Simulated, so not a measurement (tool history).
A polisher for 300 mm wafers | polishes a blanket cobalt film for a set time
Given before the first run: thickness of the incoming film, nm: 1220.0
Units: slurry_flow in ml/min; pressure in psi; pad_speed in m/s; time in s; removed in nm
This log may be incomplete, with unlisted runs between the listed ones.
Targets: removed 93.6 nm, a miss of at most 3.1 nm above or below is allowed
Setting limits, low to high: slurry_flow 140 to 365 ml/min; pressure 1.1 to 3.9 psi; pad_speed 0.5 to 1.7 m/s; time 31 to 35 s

Run 1, hour 0: slurry_flow 235 ml/min, pressure 2.5 psi, pad_speed 1.1 m/s, time 35 s. Result: removed 204.98 nm.
Run 2, hour 3.1: slurry_flow 280 ml/min, pressure 2.5 psi, pad_speed 1.1 m/s, time 35 s. Result: removed 212.51 nm.
Run 3, hour 8.2: slurry_flow 275 ml/min, pressure 2.2 psi, pad_speed 1.06 m/s, time 35 s. Result: removed 175.78 nm.
Run 4, hour 12.4: slurry_flow 275 ml/min, pressure 2.8 psi, pad_speed 1.06 m/s, time 35 s. Result: removed 227.27 nm.
Run 5, hour 15.8: slurry_flow 275 ml/min, pressure 2.5 psi, pad_speed 1.02 m/s, time 35 s. Result: removed 191.96 nm.
Run 6, hour 18.9: slurry_flow 275 ml/min, pressure 2.5 psi, pad_speed 1.02 m/s, time 31 s. Result: removed 175.36 nm.
Run 7, hour 20.5: slurry_flow 275 ml/min, pressure 2.2 psi, pad_speed 1.02 m/s, time 31 s. Result: removed 152.75 nm.
Run 8, hour 26.6: slurry_flow 275 ml/min, pressure 2 psi, pad_speed 1.02 m/s, time 31 s. Result: removed 140.09 nm.
Run 9, hour 27.6: slurry_flow 275 ml/min, pressure 1.8 psi, pad_speed 1.02 m/s, time 31 s. Result: removed 127.23 nm.
Run 10, hour 32.6: slurry_flow 275 ml/min, pressure 1.7 psi, pad_speed 1.02 m/s, time 31 s. Result: removed 119.39 nm.
Run 11, hour 39.1: slurry_flow 275 ml/min, pressure 1.6 psi, pad_speed 1.02 m/s, time 31 s. Result: removed 110.03 nm.
Run 12, hour 41.7: slurry_flow 275 ml/min, pressure 1.5 psi, pad_speed 1.02 m/s, time 31 s. Result: removed 106.24 nm.
Run 13, hour 45.1: slurry_flow 270 ml/min, pressure 1.1 psi, pad_speed 1.02 m/s, time 31 s. Result: removed 80.076 nm.
Run 14, hour 49.1: slurry_flow 280 ml/min, pressure 1.1 psi, pad_speed 1.02 m/s, time 31 s. Result: removed 78.699 nm.

Below are 4 possible settings for the next run. Only one of them brings all results inside the allowed miss of their targets. Which is it?
Run A, hour 53.1: slurry_flow 265 ml/min, pressure 1.1 psi, pad_speed 1.12 m/s, time 32 s. Result: removed ?.
Run B, hour 53.1: slurry_flow 295 ml/min, pressure 1.6 psi, pad_speed 0.74 m/s, time 31 s. Result: removed ?.
Run C, hour 53.1: slurry_flow 285 ml/min, pressure 1.1 psi, pad_speed 1.08 m/s, time 32 s. Result: removed ?.
Run D, hour 53.1: slurry_flow 230 ml/min, pressure 1.1 psi, pad_speed 1.14 m/s, time 34 s. Result: removed ?.

move  removed
   A       89
   B   86.566
   C   86.814
   D   94.608
A: better than the last run, though not everything is in spec
B: better than the last run, though not everything is in spec
C: better than the last run, though not everything is in spec
D: in spec on every target
Answer: D

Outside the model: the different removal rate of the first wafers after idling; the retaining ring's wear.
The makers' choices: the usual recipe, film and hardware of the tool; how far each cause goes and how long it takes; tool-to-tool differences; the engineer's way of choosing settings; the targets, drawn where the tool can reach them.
